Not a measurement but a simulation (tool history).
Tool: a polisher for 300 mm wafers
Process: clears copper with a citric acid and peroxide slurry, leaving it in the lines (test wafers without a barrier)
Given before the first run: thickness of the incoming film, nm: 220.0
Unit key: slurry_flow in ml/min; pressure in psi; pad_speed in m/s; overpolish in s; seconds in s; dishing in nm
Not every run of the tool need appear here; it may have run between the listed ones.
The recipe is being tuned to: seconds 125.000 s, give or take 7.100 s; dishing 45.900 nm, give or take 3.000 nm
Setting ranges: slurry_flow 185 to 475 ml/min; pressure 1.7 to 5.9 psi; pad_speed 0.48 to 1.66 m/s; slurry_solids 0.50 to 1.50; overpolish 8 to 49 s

{"run": 1, "hour": 0.0, "slurry_flow": 305, "pressure": 3.8, "pad_speed": 1.06, "slurry_solids": 1.0, "overpolish": 25, "seconds": 93.779, "dishing": 39.219}
{"run": 2, "hour": 8.6, "slurry_flow": 305, "pressure": 3.8, "pad_speed": 1.06, "slurry_solids": 1.0, "overpolish": 15, "seconds": 90.676, "dishing": 24.706}
{"run": 3, "hour": 14.8, "slurry_flow": 305, "pressure": 4.5, "pad_speed": 1.06, "slurry_solids": 1.0, "overpolish": 15, "seconds": 82.813, "dishing": 27.346}
{"run": 4, "hour": 18.5, "slurry_flow": 305, "pressure": 4.5, "pad_speed": 0.8, "slurry_solids": 1.0, "overpolish": 15, "seconds": 104.31, "dishing": 22.569}
{"run": 5, "hour": 20.7, "slurry_flow": 380, "pressure": 4.5, "pad_speed": 0.8, "slurry_solids": 1.0, "overpolish": 15, "seconds": 99.021, "dishing": 23.181}
{"run": 6, "hour": 23.8, "slurry_flow": 380, "pressure": 4.5, "pad_speed": 0.8, "slurry_solids": 1.1, "overpolish": 15, "seconds": 99.057, "dishing": 24.065}
{"run": 7, "hour": 24.8, "slurry_flow": 380, "pressure": 4.3, "pad_speed": 0.8, "slurry_solids": 1.1, "overpolish": 19, "seconds": 101.64, "dishing": 28.691}
{"run": 8, "hour": 31.8, "slurry_flow": 380, "pressure": 4.1, "pad_speed": 0.8, "slurry_solids": 1.15, "overpolish": 21, "seconds": 103.25, "dishing": 30.739}
{"run": 9, "hour": 39.4, "slurry_flow": 390, "pressure": 3.1, "pad_speed": 0.78, "slurry_solids": 1.25, "overpolish": 33, "seconds": 122.39, "dishing": 39.051}
{"run": 10, "hour": 45.1, "slurry_flow": 390, "pressure": 3.1, "pad_speed": 0.78, "slurry_solids": 1.25, "overpolish": 34, "seconds": 126.23, "dishing": 38.805}
{"run": 11, "hour": 46.3, "slurry_flow": 390, "pressure": 3.1, "pad_speed": 0.78, "slurry_solids": 1.25, "overpolish": 35, "seconds": 124.04, "dishing": 39.25}
{"run": 12, "hour": 48.4, "slurry_flow": 390, "pressure": 3.1, "pad_speed": 0.78, "slurry_solids": 1.25, "overpolish": 36, "seconds": 125.9, "dishing": 41.002}
{"run": 13, "hour": 56.0, "slurry_flow": 390, "pressure": 3.1, "pad_speed": 0.78, "slurry_solids": 1.25, "overpolish": 37, "seconds": 125.93, "dishing": 40.556}

Consider the 4 candidate settings below. Which is the only one whose results all fall within their allowed miss of target?
{"run": "A", "hour": 63.6, "slurry_flow": 465, "pressure": 2.9, "pad_speed": 0.72, "slurry_solids": 1.25, "overpolish": 46, "seconds": "?", "dishing": "?"}
{"run": "B", "hour": 63.6, "slurry_flow": 315, "pressure": 3.0, "pad_speed": 0.94, "slurry_solids": 1.25, "overpolish": 30, "seconds": "?", "dishing": "?"}
{"run": "C", "hour": 63.6, "slurry_flow": 415, "pressure": 4.2, "pad_speed": 0.86, "slurry_solids": 0.5, "overpolish": 41, "seconds": "?", "dishing": "?"}
{"run": "D", "hour": 63.6, "slurry_flow": 405, "pressure": 3.0, "pad_speed": 0.92, "slurry_solids": 1.25, "overpolish": 44, "seconds": "?", "dishing": "?"}

move=A seconds=139.220 dishing=45.973
move=B seconds=115.410 dishing=37.813
move=C seconds=126.900 dishing=45.797
move=D seconds=115.300 dishing=51.478
A: corrects the largest miss of the last run, while another result sits out of spec
B: moves away from the targets compared with the last run
C: meets every target
D: takes the result that was furthest off past its target
Answer: C
